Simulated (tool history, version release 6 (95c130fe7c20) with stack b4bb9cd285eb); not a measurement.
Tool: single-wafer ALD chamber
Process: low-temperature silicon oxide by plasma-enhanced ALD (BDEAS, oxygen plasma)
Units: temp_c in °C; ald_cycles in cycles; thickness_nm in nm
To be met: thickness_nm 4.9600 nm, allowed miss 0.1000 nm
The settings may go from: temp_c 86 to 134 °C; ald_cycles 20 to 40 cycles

| run | hour | temp_c | ald_cycles | thickness_nm |
|---|---|---|---|---|
| 1 | 0.0 | 110 | 30 | 3.9445 |
| 2 | 0.8 | 109 | 31 | 4.0831 |
| 3 | 3.0 | 99 | 31 | 4.2247 |
| 4 | 11.7 | 98 | 32 | 4.3581 |
| 5 | 15.8 | 98 | 34 | 4.6340 |
| 6 | 19.0 | 97 | 34 | 4.6307 |
| 7 | 25.7 | 96 | 34 | 4.6994 |
| 8 | 34.2 | 95 | 34 | 4.6609 |
| 9 | 41.0 | 94 | 34 | 4.7027 |
| 10 | 48.3 | 93 | 34 | 4.7275 |
| 11 | 51.2 | 92 | 34 | 4.7212 |

Which of these 5 next moves meets every target?
| A | 54.1 | 99 | 32 | ? |
| B | 54.1 | 90 | 32 | ? |
| C | 54.1 | 87 | 35 | ? |
| D | 54.1 | 86 | 32 | ? |
| E | 54.1 | 92 | 32 | ? |

| move | thickness_nm |
|---|---|
| A | 4.3464 |
| B | 4.4988 |
| C | 4.9762 |
| D | 4.5666 |
| E | 4.4650 |
A: further off than the last run
B: further off than the last run
C: meets every target
D: further off than the last run
E: further off than the last run
Move C is the one to make.

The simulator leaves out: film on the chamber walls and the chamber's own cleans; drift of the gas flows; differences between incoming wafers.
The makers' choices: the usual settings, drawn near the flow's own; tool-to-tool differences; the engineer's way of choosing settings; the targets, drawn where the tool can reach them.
